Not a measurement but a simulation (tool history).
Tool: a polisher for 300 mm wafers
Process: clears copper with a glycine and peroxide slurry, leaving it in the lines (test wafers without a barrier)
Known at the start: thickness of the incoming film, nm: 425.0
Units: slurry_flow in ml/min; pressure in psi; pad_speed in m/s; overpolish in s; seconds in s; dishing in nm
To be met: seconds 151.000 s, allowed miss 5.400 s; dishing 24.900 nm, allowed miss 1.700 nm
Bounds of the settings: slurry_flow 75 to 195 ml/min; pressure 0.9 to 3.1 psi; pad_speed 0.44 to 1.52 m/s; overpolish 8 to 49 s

run 1 hour=0.0 | slurry_flow=125 pressure=2.0 pad_speed=0.98 overpolish=25 | seconds=101.400 dishing=60.675
run 2 hour=6.2 | slurry_flow=125 pressure=2.5 pad_speed=0.98 overpolish=25 | seconds=87.065 dishing=69.218
run 3 hour=10.1 | slurry_flow=125 pressure=2.5 pad_speed=0.98 overpolish=29 | seconds=88.963 dishing=75.730
run 4 hour=13.1 | slurry_flow=125 pressure=2.7 pad_speed=0.98 overpolish=29 | seconds=82.428 dishing=77.689
run 5 hour=18.7 | slurry_flow=110 pressure=2.2 pad_speed=0.94 overpolish=22 | seconds=100.810 dishing=55.570
run 6 hour=23.9 | slurry_flow=100 pressure=1.8 pad_speed=0.94 overpolish=18 | seconds=116.280 dishing=43.895
run 7 hour=30.4 | slurry_flow=75 pressure=1.2 pad_speed=1.04 overpolish=8 | seconds=153.240 dishing=17.270
run 8 hour=35.0 | slurry_flow=85 pressure=1.2 pad_speed=1.00 overpolish=10 | seconds=149.610 dishing=21.241
run 9 hour=36.1 | slurry_flow=85 pressure=1.2 pad_speed=1.00 overpolish=10 | seconds=151.190 dishing=20.759
run 10 hour=42.0 | slurry_flow=90 pressure=1.2 pad_speed=0.98 overpolish=11 | seconds=149.950 dishing=22.806
run 11 hour=45.5 | slurry_flow=90 pressure=1.2 pad_speed=0.96 overpolish=11 | seconds=153.480 dishing=22.641

Which of these 5 next moves meets every target?
run A hour=49.0 | slurry_flow=155 pressure=1.4 pad_speed=0.70 overpolish=14 | seconds=? dishing=?
run B hour=49.0 | slurry_flow=140 pressure=1.1 pad_speed=0.98 overpolish=9 | seconds=? dishing=?
run C hour=49.0 | slurry_flow=145 pressure=1.4 pad_speed=0.58 overpolish=11 | seconds=? dishing=?
run D hour=49.0 | slurry_flow=100 pressure=0.9 pad_speed=1.28 overpolish=12 | seconds=? dishing=?
run E hour=49.0 | slurry_flow=80 pressure=1.1 pad_speed=0.98 overpolish=17 | seconds=? dishing=?

move=A seconds=149.770 dishing=28.977
move=B seconds=147.310 dishing=19.650
move=C seconds=164.700 dishing=21.572
move=D seconds=150.700 dishing=24.618
move=E seconds=162.270 dishing=31.499
A: takes the result that was furthest off past its target
B: further off than the last run
C: further off than the last run
D: meets every target
E: takes the result that was furthest off past its target
Answer: D
